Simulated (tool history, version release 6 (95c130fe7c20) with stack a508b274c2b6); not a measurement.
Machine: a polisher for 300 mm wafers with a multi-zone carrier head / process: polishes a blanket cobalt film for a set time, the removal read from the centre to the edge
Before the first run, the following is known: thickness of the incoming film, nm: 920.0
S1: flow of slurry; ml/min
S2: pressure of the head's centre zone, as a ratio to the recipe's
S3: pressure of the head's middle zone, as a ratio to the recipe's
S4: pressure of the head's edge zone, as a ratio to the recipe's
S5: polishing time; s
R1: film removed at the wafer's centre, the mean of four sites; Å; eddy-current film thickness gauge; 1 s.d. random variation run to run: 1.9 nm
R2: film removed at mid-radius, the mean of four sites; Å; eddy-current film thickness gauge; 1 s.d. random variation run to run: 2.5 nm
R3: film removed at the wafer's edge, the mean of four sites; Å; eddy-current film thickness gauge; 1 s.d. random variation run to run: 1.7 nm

Run 1, day 0.000: S1 300 ml/min, S2 1.00, S3 1.00, S4 1.00, S5 72 s. Result: R1 3260.5 Å, R2 3519.3 Å, R3 3524.6 Å.
Run 2, day 0.350: S1 300 ml/min, S2 1.00, S3 0.92, S4 1.00, S5 72 s. Result: R1 3216.8 Å, R2 3299.7 Å, R3 3558.5 Å.
Run 3, day 0.650: S1 300 ml/min, S2 0.99, S3 0.95, S4 0.95, S5 65 s. Result: R1 2870.2 Å, R2 3073.9 Å, R3 3180.6 Å.
Run 4, day 0.671: S1 300 ml/min, S2 1.02, S3 0.95, S4 0.95, S5 65 s. Result: R1 2941.6 Å, R2 3025.0 Å, R3 3143.8 Å.
Run 5, day 0.875: S1 295 ml/min, S2 1.02, S3 0.98, S4 0.91, S5 60 s. Result: R1 2748.0 Å, R2 2886.0 Å, R3 2879.8 Å.
Run 6, day 0.962: S1 295 ml/min, S2 1.02, S3 0.91, S4 0.91, S5 60 s. Result: R1 2672.6 Å, R2 2725.5 Å, R3 2883.1 Å.

Run 7, settings as shown, results not yet in. Your forecast:
Run 7, day 1.058: S1 280 ml/min, S2 0.97, S3 1.01, S4 0.81, S5 47 s. Result: R1 ?, R2 ?, R3 ?.

Run 7 measured R1 2014.9 Å, R2 2302.7 Å, R3 2195.8 Å.
